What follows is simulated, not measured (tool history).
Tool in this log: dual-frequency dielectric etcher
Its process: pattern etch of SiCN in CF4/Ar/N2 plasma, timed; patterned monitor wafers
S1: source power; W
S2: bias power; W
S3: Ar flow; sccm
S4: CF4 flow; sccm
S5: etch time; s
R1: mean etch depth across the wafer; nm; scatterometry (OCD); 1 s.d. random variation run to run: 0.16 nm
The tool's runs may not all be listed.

run,day,S1,S2,S3,S4,S5,R1
1,0.000,530,57,112,64,56,42.114
2,0.175,530,57,132,64,56,41.000
3,0.283,620,57,132,64,56,47.618
4,0.588,520,56,132,64,56,39.959
5,0.700,520,56,116,64,56,40.619
# day 0.975: CF4 flow controller replaced
6,0.975,460,55,116,64,56,35.830

What will run 7 give?
7,1.029,430,55,116,64,56,?

{"run 7": {"R1": 33.402}}
